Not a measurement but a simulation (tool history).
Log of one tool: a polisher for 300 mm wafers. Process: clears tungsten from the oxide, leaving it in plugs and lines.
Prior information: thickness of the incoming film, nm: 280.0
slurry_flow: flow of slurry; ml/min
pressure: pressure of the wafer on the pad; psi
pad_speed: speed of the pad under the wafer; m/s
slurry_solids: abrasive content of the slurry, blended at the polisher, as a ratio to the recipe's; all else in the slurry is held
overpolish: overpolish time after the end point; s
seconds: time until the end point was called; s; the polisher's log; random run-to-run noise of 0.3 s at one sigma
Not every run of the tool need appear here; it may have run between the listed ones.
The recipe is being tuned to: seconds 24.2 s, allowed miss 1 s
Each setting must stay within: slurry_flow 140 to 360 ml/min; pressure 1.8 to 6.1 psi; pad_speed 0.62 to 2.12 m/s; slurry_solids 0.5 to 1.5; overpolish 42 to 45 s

| run | day | slurry_flow | pressure | pad_speed | slurry_solids | overpolish | seconds |
|---|---|---|---|---|---|---|---|
| 1 | 0 | 230 | 3.9 | 1.36 | 1 | 42 | 34.148 |
| 2 | 0.196 | 230 | 4.1 | 1.36 | 1 | 42 | 32.775 |
| 3 | 0.258 | 230 | 4.3 | 1.36 | 1 | 42 | 30.863 |
| 4 | 0.388 | 230 | 4.3 | 1.36 | 1.1 | 42 | 30.912 |
| 5 | 0.525 | 280 | 4.3 | 1.36 | 1.1 | 42 | 30.211 |
| 6 | 0.846 | 280 | 3.4 | 1.36 | 1.1 | 42 | 37.999 |
| 7 | 0.996 | 280 | 3.7 | 1.36 | 1.1 | 42 | 34.69 |
| 8 | 1.025 | 280 | 4.8 | 1.38 | 1.1 | 42 | 26.971 |
| 9 | 1.362 | 280 | 4.9 | 1.38 | 1.1 | 42 | 26.528 |
| 10 | 1.538 | 280 | 5 | 1.38 | 1.1 | 42 | 25.689 |

Next run, 4 choices. One meets every target within its allowed miss, the rest don't. Which?
| A | 1.712 | 280 | 5.5 | 1.56 | 0.9 | 44 | ? |
| B | 1.712 | 340 | 4.9 | 1.42 | 1.25 | 45 | ? |
| C | 1.712 | 255 | 5.2 | 1.6 | 1.1 | 42 | ? |
| D | 1.712 | 225 | 5.1 | 1.6 | 1.2 | 45 | ? |

| move | seconds |
|---|---|
| A | 22.488 |
| B | 25.136 |
| C | 22.286 |
| D | 22.504 |
A: carries the result that was furthest off beyond its target, to the other side
B: all results land within tolerance of their targets
C: carries the result that was furthest off beyond its target, to the other side
D: carries the result that was furthest off beyond its target, to the other side
Move B is the one to make.
